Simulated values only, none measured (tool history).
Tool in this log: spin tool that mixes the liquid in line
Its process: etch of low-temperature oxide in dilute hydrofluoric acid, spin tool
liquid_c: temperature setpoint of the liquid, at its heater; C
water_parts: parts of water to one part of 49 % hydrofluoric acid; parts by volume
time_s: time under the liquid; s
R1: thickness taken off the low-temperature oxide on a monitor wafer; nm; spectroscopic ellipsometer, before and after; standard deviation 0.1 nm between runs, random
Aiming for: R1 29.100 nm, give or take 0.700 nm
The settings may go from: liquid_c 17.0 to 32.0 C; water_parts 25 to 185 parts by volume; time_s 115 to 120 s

run 1 day=0.000 | liquid_c=24.0 water_parts=105 time_s=115 | R1=22.535
run 2 day=0.092 | liquid_c=25.0 water_parts=105 time_s=115 | R1=23.537
run 3 day=0.204 | liquid_c=23.5 water_parts=105 time_s=115 | R1=22.023
run 4 day=0.417 | liquid_c=23.5 water_parts=125 time_s=115 | R1=18.147
run 5 day=0.646 | liquid_c=23.5 water_parts=110 time_s=115 | R1=20.922
-- day=0.917 hydrofluoric acid flow meter replaced
run 6 day=0.917 | liquid_c=24.5 water_parts=110 time_s=115 | R1=24.775
run 7 day=0.975 | liquid_c=25.5 water_parts=110 time_s=115 | R1=25.773
run 8 day=1.292 | liquid_c=26.0 water_parts=110 time_s=115 | R1=26.466

Below are 4 possible settings for the next run. Only one of them brings all results inside the allowed miss of their targets. Which is it?
run A day=1.608 | liquid_c=28.5 water_parts=120 time_s=115 | R1=?
run B day=1.608 | liquid_c=28.5 water_parts=135 time_s=120 | R1=?
run C day=1.608 | liquid_c=23.5 water_parts=90 time_s=120 | R1=?
run D day=1.608 | liquid_c=26.0 water_parts=100 time_s=115 | R1=?

move=A R1=26.173
move=B R1=23.804
move=C R1=31.173
move=D R1=29.305
A: the biggest miss grows against the last run
B: the biggest miss grows against the last run
C: pushes the last run's worst result past its target
D: all results land within tolerance of their targets
D is the move that brings every result within its allowed miss.
